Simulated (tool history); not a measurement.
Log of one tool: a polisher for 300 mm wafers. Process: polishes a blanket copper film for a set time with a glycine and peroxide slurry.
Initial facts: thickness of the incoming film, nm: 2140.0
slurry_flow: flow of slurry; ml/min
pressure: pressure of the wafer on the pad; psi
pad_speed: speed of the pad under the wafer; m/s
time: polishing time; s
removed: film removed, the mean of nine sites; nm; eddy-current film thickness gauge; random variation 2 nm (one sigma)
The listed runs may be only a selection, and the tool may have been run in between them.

run,hour,slurry_flow,pressure,pad_speed,time,removed
1,0.0,270,2.1,1.26,114,442.73
2,2.5,270,2.4,1.26,114,488.50
3,10.6,270,2.4,1.26,114,489.90
4,11.6,230,2.4,1.26,114,484.70
5,14.8,230,2.2,1.20,114,434.29
6,23.4,295,2.2,1.20,114,443.13
7,25.2,295,2.0,1.14,114,393.06
8,26.5,295,2.0,1.14,114,395.14
9,33.5,295,2.0,1.14,114,391.16
10,34.6,295,1.8,1.10,114,350.92
11,36.4,295,1.7,1.08,114,328.51
# hour 43.5: worn pad replaced by a new one
12,43.5,290,1.6,1.08,114,358.21
13,47.4,300,1.5,1.02,114,324.33

What does the tool deliver on the next run?
14,55.5,300,1.4,0.96,114,?

removed: 292.53 nm
